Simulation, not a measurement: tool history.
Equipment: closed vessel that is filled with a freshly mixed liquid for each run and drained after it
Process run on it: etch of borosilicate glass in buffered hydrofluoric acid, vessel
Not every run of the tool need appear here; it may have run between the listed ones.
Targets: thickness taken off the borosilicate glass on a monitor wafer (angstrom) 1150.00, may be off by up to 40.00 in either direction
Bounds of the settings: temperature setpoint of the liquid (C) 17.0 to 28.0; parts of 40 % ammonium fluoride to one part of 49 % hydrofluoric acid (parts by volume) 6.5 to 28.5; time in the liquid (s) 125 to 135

run	hour	temperature setpoint of the liquid (C)	parts of 40 % ammonium fluoride to one part of 49 % hydrofluoric acid (parts by volume)	time in the liquid (s)	thickness taken off the borosilicate glass on a monitor wafer (angstrom)
1	0.0	20.0	17.5	125	706.41
2	2.9	21.5	17.0	125	796.80
3	3.5	19.5	17.0	125	712.15
4	4.7	17.0	17.0	125	610.34
5	11.3	19.0	17.0	125	686.70
6	16.7	17.0	17.0	125	623.72
7	18.3	19.0	16.5	125	728.69
8	19.6	20.5	16.5	125	782.21
9	21.3	21.5	16.5	125	817.03
10	24.9	22.5	16.5	125	845.85
11	27.0	22.5	16.5	125	875.85
12	27.8	23.5	16.5	125	918.86
13	31.2	24.0	16.5	125	940.17
14	36.8	28.0	16.0	125	1192.00

Which one of the following 4 next-run settings gets every result inside its allowed miss? There is exactly one.
A	42.4	26.0	14.5	130	?
B	42.4	27.5	16.0	125	?
C	42.4	25.0	13.5	130	?
D	42.4	28.0	15.5	125	?

move	thickness taken off the borosilicate glass on a monitor wafer (angstrom)
A	1250.90
B	1181.20
C	1272.90
D	1251.30
A: further off than the last run
B: all results land within tolerance of their targets
C: further off than the last run
D: further off than the last run
So the answer is move B, the one that meets all the targets.
